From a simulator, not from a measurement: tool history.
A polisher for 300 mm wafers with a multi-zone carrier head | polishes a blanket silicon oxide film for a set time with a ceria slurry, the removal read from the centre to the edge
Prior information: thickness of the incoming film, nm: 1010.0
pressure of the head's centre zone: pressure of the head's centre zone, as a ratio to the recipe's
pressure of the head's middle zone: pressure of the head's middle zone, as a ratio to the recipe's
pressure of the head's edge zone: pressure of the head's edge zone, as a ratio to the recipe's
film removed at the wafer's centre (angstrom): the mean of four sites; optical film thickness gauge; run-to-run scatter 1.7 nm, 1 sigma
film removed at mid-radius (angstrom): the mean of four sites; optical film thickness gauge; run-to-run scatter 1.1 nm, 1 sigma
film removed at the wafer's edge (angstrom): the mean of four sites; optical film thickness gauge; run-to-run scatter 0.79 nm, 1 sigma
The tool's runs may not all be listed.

run	hour	flow of slurry (ml/min)	pressure of the head's centre zone	pressure of the head's middle zone	pressure of the head's edge zone	polishing time (s)	film removed at the wafer's centre (angstrom)	film removed at mid-radius (angstrom)	film removed at the wafer's edge (angstrom)
1	0.0	280	1.00	1.00	1.00	45	2388.1	2363.0	2278.1
2	7.4	280	1.00	1.00	1.00	55	2910.3	2916.8	2785.8
3	16.2	280	1.00	1.00	1.05	55	2867.3	2889.3	2869.1
4	19.4	280	1.00	0.95	1.05	55	2845.9	2749.2	2886.3
5	21.5	265	0.95	0.95	1.01	45	2260.9	2234.3	2254.2
6	27.9	265	0.95	0.91	1.01	45	2246.4	2168.0	2275.0
7	31.8	240	0.91	0.93	1.00	38	1791.0	1865.6	1916.6
8	35.0	230	0.89	0.93	0.96	33	1482.9	1588.9	1613.4
9	40.3	225	0.88	0.93	0.92	32	1412.7	1553.0	1552.1

Run 10 comes next. What will it give?
10	41.8	225	0.88	0.94	0.89	30	?	?	?

{"run 10": {"film removed at the wafer's centre (angstrom)": 1371.2, "film removed at mid-radius (angstrom)": 1469.3, "film removed at the wafer's edge (angstrom)": 1430.6}}
